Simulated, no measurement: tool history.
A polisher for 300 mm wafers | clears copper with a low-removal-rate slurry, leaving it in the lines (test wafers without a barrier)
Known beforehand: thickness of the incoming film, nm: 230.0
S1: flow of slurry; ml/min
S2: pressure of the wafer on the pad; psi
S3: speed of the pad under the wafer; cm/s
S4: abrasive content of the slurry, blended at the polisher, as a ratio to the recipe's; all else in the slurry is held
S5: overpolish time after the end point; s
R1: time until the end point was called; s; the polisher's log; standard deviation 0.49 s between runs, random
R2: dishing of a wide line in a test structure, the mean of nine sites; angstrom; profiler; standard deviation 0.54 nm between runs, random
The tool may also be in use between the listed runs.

{"run": 1, "day": 0.0, "S1": 200, "S2": 2.3, "S3": 132, "S4": 1.0, "S5": 23, "R1": 82.053, "R2": 452.66}
{"run": 2, "day": 0.25, "S1": 205, "S2": 2.4, "S3": 144, "S4": 1.0, "S5": 18, "R1": 71.604, "R2": 441.26}
{"run": 3, "day": 0.458, "S1": 205, "S2": 2.4, "S3": 170, "S4": 1.0, "S5": 18, "R1": 61.718, "R2": 459.21}
{"run": 4, "day": 0.762, "S1": 180, "S2": 2.3, "S3": 182, "S4": 1.15, "S5": 15, "R1": 57.961, "R2": 433.31}
{"run": 5, "day": 1.025, "S1": 175, "S2": 2.2, "S3": 190, "S4": 1.2, "S5": 12, "R1": 56.828, "R2": 364.11}
{"run": 6, "day": 1.167, "S1": 175, "S2": 1.7, "S3": 190, "S4": 1.2, "S5": 12, "R1": 69.337, "R2": 302.06}
{"run": 7, "day": 1.475, "S1": 190, "S2": 1.7, "S3": 196, "S4": 1.3, "S5": 10, "R1": 65.784, "R2": 278.43}

Run 8 comes next. What will it give?
{"run": 8, "day": 1.775, "S1": 190, "S2": 1.7, "S3": 196, "S4": 1.3, "S5": 10, "R1": "?", "R2": "?"}

Run 8 measured R1 65.697 s, R2 263.56 angstrom.

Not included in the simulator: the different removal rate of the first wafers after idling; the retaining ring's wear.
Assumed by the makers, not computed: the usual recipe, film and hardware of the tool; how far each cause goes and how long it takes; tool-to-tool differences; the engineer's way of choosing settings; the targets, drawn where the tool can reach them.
